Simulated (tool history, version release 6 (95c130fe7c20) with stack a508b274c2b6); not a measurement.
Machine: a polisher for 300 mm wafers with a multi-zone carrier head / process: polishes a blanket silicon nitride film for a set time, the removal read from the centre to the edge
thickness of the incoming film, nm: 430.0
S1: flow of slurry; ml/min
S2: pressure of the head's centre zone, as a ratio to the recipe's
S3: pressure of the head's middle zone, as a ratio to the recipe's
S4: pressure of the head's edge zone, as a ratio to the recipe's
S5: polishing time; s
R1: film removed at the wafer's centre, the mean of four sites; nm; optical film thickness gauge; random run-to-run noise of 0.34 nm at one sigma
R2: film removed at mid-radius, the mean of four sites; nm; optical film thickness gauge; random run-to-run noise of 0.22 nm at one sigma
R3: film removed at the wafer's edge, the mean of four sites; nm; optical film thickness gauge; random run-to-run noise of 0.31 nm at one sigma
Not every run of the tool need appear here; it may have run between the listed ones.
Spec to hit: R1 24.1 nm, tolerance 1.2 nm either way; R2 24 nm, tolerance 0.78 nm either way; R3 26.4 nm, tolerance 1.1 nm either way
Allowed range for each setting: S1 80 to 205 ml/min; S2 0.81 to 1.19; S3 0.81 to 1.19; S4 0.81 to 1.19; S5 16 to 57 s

run,hour,S1,S2,S3,S4,S5,R1,R2,R3
1,0,135,1,1,1,36,39.606,40.779,39.221
2,6.5,165,1,1,1,36,41.895,42.92,42.706
3,10.9,165,1.08,1,1,36,44.307,42.743,41.863
4,14.1,165,1.08,1,1.06,36,45.594,42.984,43.596
5,16.3,195,1.08,1,1.06,36,45.114,44.015,43.247
6,20.4,195,1.05,0.97,1.05,33,41.142,38.827,39.478
7,24.6,195,1.05,0.97,1.05,33,41.462,39.072,40.007
8,31.7,190,1.01,0.96,1.03,31,37.523,36.043,37.366
9,33.8,185,0.98,0.95,1.01,29,33.619,33.934,34.021
10,36,175,0.96,0.92,1.01,28,32.206,31.767,32.775
11,44.9,140,0.86,0.82,0.94,22,22.18,21.215,24.746
12,47.8,145,0.86,0.83,0.94,22,22.403,21.995,24.459
# hour 48.6: centre zone pressure recalibrated
13,48.6,150,0.86,0.83,0.95,22,23.203,21.747,24.524
14,53.1,150,0.87,0.84,0.96,22,23.607,22.315,24.642
15,62,150,0.87,0.84,0.96,23,24.464,22.819,25.268
16,64,150,0.88,0.84,0.95,23,25.156,23.16,25.769
17,71.1,150,0.88,0.84,0.96,23,25.08,23.294,26.105

Of the 5 settings listed for the next run, only one would bring every result within its allowed miss of target. Which one?
A,78.2,135,0.93,0.81,0.93,23,?,?,?
B,78.2,150,0.85,0.89,1.04,23,?,?,?
C,78.2,85,0.86,0.81,0.89,27,?,?,?
D,78.2,165,1.05,0.94,1.02,22,?,?,?
E,78.2,95,0.85,0.81,0.96,26,?,?,?

move,R1,R2,R3
A,25.782,21.968,24.714
B,24.99,24.292,26.48
C,24.418,22.359,25.803
D,28.048,24.757,25.413
E,24.507,22.452,26.454
A: further off than the last run
B: all results in spec
C: further off than the last run
D: gets the furthest-off result to its target, but another result is out of tolerance
E: further off than the last run
Answer: B

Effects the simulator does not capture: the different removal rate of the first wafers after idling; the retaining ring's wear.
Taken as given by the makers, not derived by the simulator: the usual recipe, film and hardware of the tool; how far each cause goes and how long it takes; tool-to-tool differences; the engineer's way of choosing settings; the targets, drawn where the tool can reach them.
